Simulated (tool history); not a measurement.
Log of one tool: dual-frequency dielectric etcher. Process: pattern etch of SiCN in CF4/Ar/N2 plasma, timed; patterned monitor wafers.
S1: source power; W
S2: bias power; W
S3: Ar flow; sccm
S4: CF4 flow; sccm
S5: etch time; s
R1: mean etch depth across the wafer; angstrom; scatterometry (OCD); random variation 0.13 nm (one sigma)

{"run": 1, "hour": 0.0, "S1": 370, "S2": 58, "S3": 76, "S4": 84, "S5": 55, "R1": 356.85}
{"run": 2, "hour": 7.0, "S1": 370, "S2": 58, "S3": 69, "S4": 84, "S5": 55, "R1": 364.6}
{"run": 3, "hour": 12.4, "S1": 340, "S2": 55, "S3": 71, "S4": 83, "S5": 55, "R1": 330.02}
{"run": 4, "hour": 18.5, "S1": 310, "S2": 53, "S3": 72, "S4": 82, "S5": 55, "R1": 291.91}
{"run": 5, "hour": 19.7, "S1": 310, "S2": 53, "S3": 72, "S4": 82, "S5": 55, "R1": 291.17}
{"run": 6, "hour": 27.9, "S1": 300, "S2": 53, "S3": 72, "S4": 82, "S5": 55, "R1": 282.95}

Forecast run 7:
{"hour": 30.8, "done": "Ar flow controller replaced"}
{"run": 7, "hour": 30.8, "S1": 290, "S2": 53, "S3": 72, "S4": 82, "S5": 55, "R1": "?"}

Run 7 gave R1 265.52 angstrom.
